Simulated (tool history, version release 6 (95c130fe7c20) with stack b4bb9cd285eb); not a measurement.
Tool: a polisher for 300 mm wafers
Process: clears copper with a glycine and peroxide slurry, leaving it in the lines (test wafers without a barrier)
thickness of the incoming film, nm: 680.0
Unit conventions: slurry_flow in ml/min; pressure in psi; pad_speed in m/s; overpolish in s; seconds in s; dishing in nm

run  hour  slurry_flow  pressure  pad_speed  overpolish  seconds  dishing
  1     0          220       3.3       1.14          20   84.251   56.811
  2   2.5          220         3        1.1          20   89.898   55.014
  3  11.1          220       2.7       1.04          21   104.08   54.986
  4  18.7          220       2.5       1.02          21   106.45   53.305
     22.9  -- head pressure recalibrated
  5  22.9          220       2.5       1.02          14   115.22   44.101
  6  28.2          220       2.3          1          15   119.57   42.209
  7  36.1          220       2.2       0.98          17   128.53   43.816

Run 8 is up next; what results do you expect?
  8  38.5          220       2.1       0.96          18        ?        ?

Logged for run 8: seconds 128.65 s, dishing 45.268 nm.

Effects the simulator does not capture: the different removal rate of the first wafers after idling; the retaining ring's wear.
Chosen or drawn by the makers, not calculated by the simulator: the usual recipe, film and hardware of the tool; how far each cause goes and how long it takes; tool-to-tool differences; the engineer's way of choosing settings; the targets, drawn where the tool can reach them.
